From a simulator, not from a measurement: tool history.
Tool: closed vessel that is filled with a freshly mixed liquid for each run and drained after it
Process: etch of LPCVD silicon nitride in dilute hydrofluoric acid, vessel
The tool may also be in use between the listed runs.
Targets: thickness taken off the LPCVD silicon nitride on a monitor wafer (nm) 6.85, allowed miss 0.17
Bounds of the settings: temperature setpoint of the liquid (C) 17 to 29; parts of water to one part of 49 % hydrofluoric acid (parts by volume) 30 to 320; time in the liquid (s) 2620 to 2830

| run | day | temperature setpoint of the liquid (C) | parts of water to one part of 49 % hydrofluoric acid (parts by volume) | time in the liquid (s) | thickness taken off the LPCVD silicon nitride on a monitor wafer (nm) |
|---|---|---|---|---|---|
| 1 | 0 | 21 | 175 | 2620 | 5.8195 |
| 2 | 0.233 | 17.5 | 175 | 2620 | 4.6671 |
| 3 | 0.262 | 17 | 175 | 2620 | 4.5849 |
| 4 | 0.538 | 17 | 175 | 2830 | 4.9197 |
| 5 | 0.675 | 17 | 175 | 2830 | 4.8337 |
| 6 | 0.954 | 18 | 175 | 2830 | 5.197 |
| 7 | 1.058 | 19 | 175 | 2830 | 5.5894 |
| 8 | 1.196 | 19.5 | 175 | 2830 | 5.7793 |
| 9 | 1.342 | 20 | 175 | 2830 | 5.9844 |
| 10 | 1.429 | 20.5 | 175 | 2830 | 6.1499 |
| 11 | 1.783 | 21 | 175 | 2830 | 6.3965 |
| 12 | 1.954 | 21.5 | 175 | 2830 | 6.5705 |

Which of these 5 next moves meets every target?
| A | 2.125 | 19 | 130 | 2620 | ? |
| B | 2.125 | 22 | 190 | 2830 | ? |
| C | 2.125 | 17.5 | 120 | 2830 | ? |
| D | 2.125 | 22.5 | 185 | 2725 | ? |
| E | 2.125 | 21 | 170 | 2755 | ? |

| move | thickness taken off the LPCVD silicon nitride on a monitor wafer (nm) |
|---|---|
| A | 6.9556 |
| B | 6.3298 |
| C | 7.3274 |
| D | 6.462 |
| E | 6.4371 |
A: meets every target
B: further off than the last run
C: takes the result that was furthest off past its target
D: further off than the last run
E: further off than the last run
The right move is A.
